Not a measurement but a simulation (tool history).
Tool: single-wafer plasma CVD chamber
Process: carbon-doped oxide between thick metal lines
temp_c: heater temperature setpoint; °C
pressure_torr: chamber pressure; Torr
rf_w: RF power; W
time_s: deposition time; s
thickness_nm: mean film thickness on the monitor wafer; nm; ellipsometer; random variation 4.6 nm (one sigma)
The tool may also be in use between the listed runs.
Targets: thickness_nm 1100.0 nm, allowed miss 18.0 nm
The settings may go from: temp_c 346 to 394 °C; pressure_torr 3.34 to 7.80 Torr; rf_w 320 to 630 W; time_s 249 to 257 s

{"run": 1, "hour": 0.0, "temp_c": 370, "pressure_torr": 5.57, "rf_w": 475, "time_s": 249, "thickness_nm": 1192.5}
{"run": 2, "hour": 6.0, "temp_c": 370, "pressure_torr": 5.57, "rf_w": 540, "time_s": 249, "thickness_nm": 1279.8}
{"run": 3, "hour": 9.6, "temp_c": 370, "pressure_torr": 5.57, "rf_w": 595, "time_s": 249, "thickness_nm": 1348.3}
{"run": 4, "hour": 14.4, "temp_c": 370, "pressure_torr": 5.57, "rf_w": 560, "time_s": 249, "thickness_nm": 1316.1}
{"run": 5, "hour": 23.3, "temp_c": 370, "pressure_torr": 5.57, "rf_w": 560, "time_s": 257, "thickness_nm": 1338.0}
{"run": 6, "hour": 29.5, "temp_c": 379, "pressure_torr": 5.57, "rf_w": 560, "time_s": 257, "thickness_nm": 1317.4}
{"run": 7, "hour": 34.6, "temp_c": 381, "pressure_torr": 5.21, "rf_w": 530, "time_s": 256, "thickness_nm": 1258.3}
{"run": 8, "hour": 38.7, "temp_c": 383, "pressure_torr": 4.98, "rf_w": 505, "time_s": 255, "thickness_nm": 1202.9}
{"run": 9, "hour": 39.7, "temp_c": 386, "pressure_torr": 4.07, "rf_w": 445, "time_s": 254, "thickness_nm": 1079.8}
{"run": 10, "hour": 48.8, "temp_c": 385, "pressure_torr": 4.14, "rf_w": 445, "time_s": 254, "thickness_nm": 1076.7}

5 next moves are on the table. One of them brings every result within its allowed miss. Which?
{"run": "A", "hour": 57.9, "temp_c": 380, "pressure_torr": 4.69, "rf_w": 440, "time_s": 256, "thickness_nm": "?"}
{"run": "B", "hour": 57.9, "temp_c": 388, "pressure_torr": 3.78, "rf_w": 455, "time_s": 249, "thickness_nm": "?"}
{"run": "C", "hour": 57.9, "temp_c": 385, "pressure_torr": 4.59, "rf_w": 460, "time_s": 257, "thickness_nm": "?"}
{"run": "D", "hour": 57.9, "temp_c": 392, "pressure_torr": 4.03, "rf_w": 455, "time_s": 249, "thickness_nm": "?"}
{"run": "E", "hour": 57.9, "temp_c": 393, "pressure_torr": 4.91, "rf_w": 470, "time_s": 257, "thickness_nm": "?"}

move=A thickness_nm=1108.9
move=B thickness_nm=1055.0
move=C thickness_nm=1131.9
move=D thickness_nm=1055.7
move=E thickness_nm=1139.6
A: meets every target
B: further off than the last run
C: takes the result that was furthest off past its target
D: further off than the last run
E: takes the result that was furthest off past its target
Answer: A
